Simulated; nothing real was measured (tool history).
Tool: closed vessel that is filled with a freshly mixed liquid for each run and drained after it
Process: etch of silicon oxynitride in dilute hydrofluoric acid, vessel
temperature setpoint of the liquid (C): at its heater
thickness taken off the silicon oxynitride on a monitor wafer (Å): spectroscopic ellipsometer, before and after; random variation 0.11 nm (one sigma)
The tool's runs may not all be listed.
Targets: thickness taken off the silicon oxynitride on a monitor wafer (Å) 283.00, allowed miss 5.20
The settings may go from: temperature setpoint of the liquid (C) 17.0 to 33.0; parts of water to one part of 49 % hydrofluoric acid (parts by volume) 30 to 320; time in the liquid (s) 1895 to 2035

| run | hour | temperature setpoint of the liquid (C) | parts of water to one part of 49 % hydrofluoric acid (parts by volume) | time in the liquid (s) | thickness taken off the silicon oxynitride on a monitor wafer (Å) |
|---|---|---|---|---|---|
| 1 | 0.0 | 25.0 | 175 | 1895 | 141.80 |
| 2 | 6.3 | 27.0 | 165 | 1895 | 164.92 |
| 3 | 9.4 | 28.5 | 155 | 1895 | 189.04 |
| 4 | 14.4 | 31.5 | 155 | 1895 | 215.80 |
| 5 | 21.5 | 31.5 | 155 | 1895 | 214.93 |
| 6 | 31.1 | 33.0 | 155 | 1895 | 227.47 |
| 7 | 40.2 | 33.0 | 145 | 1895 | 247.59 |
| 8 | 42.0 | 33.0 | 140 | 1895 | 256.62 |
| 9 | 47.0 | 33.0 | 135 | 1895 | 267.54 |

Which of these 5 next moves meets every target?
| A | 52.0 | 31.0 | 135 | 1895 | ? |
| B | 52.0 | 32.5 | 130 | 2015 | ? |
| C | 52.0 | 30.0 | 110 | 1895 | ? |
| D | 52.0 | 30.0 | 120 | 1975 | ? |
| E | 52.0 | 30.0 | 120 | 1900 | ? |

| move | thickness taken off the silicon oxynitride on a monitor wafer (Å) |
|---|---|
| A | 246.97 |
| B | 292.42 |
| C | 297.48 |
| D | 281.37 |
| E | 270.68 |
A: further off than the last run
B: takes the result that was furthest off past its target
C: takes the result that was furthest off past its target
D: meets every target
E: nearer than the last run, and not there yet
Answer: D
